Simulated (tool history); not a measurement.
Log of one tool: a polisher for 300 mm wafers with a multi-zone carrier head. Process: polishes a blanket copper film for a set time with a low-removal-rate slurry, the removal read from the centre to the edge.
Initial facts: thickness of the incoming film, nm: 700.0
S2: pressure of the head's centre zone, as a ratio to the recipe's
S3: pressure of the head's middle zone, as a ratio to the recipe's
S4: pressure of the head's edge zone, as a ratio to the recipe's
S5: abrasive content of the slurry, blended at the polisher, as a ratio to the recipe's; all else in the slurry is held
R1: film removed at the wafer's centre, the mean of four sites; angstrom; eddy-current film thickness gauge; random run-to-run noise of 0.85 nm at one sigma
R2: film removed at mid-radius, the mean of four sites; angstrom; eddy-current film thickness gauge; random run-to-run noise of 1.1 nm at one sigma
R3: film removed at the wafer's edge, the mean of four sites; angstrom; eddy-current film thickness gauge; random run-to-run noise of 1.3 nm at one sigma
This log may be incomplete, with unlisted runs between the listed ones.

Run 1, hour 0: flow of slurry (ml/min) 250, S2 1, S3 1, S4 1, S5 1, polishing time (s) 59. Result: R1 1516.6 angstrom, R2 1518.3 angstrom, R3 1539.1 angstrom.
Run 2, hour 2.8: flow of slurry (ml/min) 250, S2 1, S3 1, S4 0.95, S5 1, polishing time (s) 59. Result: R1 1497.7 angstrom, R2 1478 angstrom, R3 1470.3 angstrom.
Run 3, hour 8.7: flow of slurry (ml/min) 245, S2 0.99, S3 0.98, S4 0.94, S5 0.95, polishing time (s) 57. Result: R1 1404.2 angstrom, R2 1403.5 angstrom, R3 1366.4 angstrom.
Run 4, hour 16.2: flow of slurry (ml/min) 245, S2 1.05, S3 0.98, S4 0.94, S5 0.95, polishing time (s) 57. Result: R1 1488 angstrom, R2 1396.8 angstrom, R3 1407 angstrom.
Run 5, hour 17.7: flow of slurry (ml/min) 240, S2 1.04, S3 0.96, S4 0.95, S5 0.9, polishing time (s) 55. Result: R1 1420.3 angstrom, R2 1297.6 angstrom, R3 1319 angstrom.
Run 6, hour 24.5: flow of slurry (ml/min) 240, S2 0.98, S3 0.96, S4 0.95, S5 0.9, polishing time (s) 55. Result: R1 1350.6 angstrom, R2 1301.2 angstrom, R3 1361.1 angstrom.
Run 7, hour 32.1: flow of slurry (ml/min) 240, S2 0.97, S3 0.95, S4 0.94, S5 0.85, polishing time (s) 53. Result: R1 1233.1 angstrom, R2 1238.8 angstrom, R3 1214.9 angstrom.
Run 8, hour 39.1: flow of slurry (ml/min) 180, S2 0.96, S3 0.85, S4 1.04, S5 0.6, polishing time (s) 36. Result: R1 726.93 angstrom, R2 671.84 angstrom, R3 785.9 angstrom.
Run 9, hour 45.6: flow of slurry (ml/min) 190, S2 0.96, S3 0.85, S4 1.05, S5 0.6, polishing time (s) 36. Result: R1 719.77 angstrom, R2 675.84 angstrom, R3 797.15 angstrom.
Run 10, hour 53.4: flow of slurry (ml/min) 200, S2 0.97, S3 0.85, S4 1.05, S5 0.6, polishing time (s) 36. Result: R1 735.51 angstrom, R2 670.84 angstrom, R3 792.22 angstrom.
Run 11, hour 59.2: flow of slurry (ml/min) 215, S2 0.99, S3 0.93, S4 1.15, S5 0.85, polishing time (s) 38. Result: R1 890.77 angstrom, R2 857.54 angstrom, R3 1004.7 angstrom.
Run 12, hour 62.1: flow of slurry (ml/min) 210, S2 0.99, S3 0.92, S4 1.14, S5 0.85, polishing time (s) 38. Result: R1 897.32 angstrom, R2 831.29 angstrom, R3 962.54 angstrom.
Run 13, hour 68.9: flow of slurry (ml/min) 205, S2 0.99, S3 0.92, S4 1.14, S5 0.85, polishing time (s) 38. Result: R1 891.52 angstrom, R2 835.92 angstrom, R3 966.31 angstrom.

Run 14 comes next. What will it give?
Run 14, hour 74.8: flow of slurry (ml/min) 200, S2 0.99, S3 0.92, S4 1.14, S5 0.85, polishing time (s) 38. Result: R1 ?, R2 ?, R3 ?.

Logged for run 14: R1 899.44 angstrom, R2 832.66 angstrom, R3 982.01 angstrom.
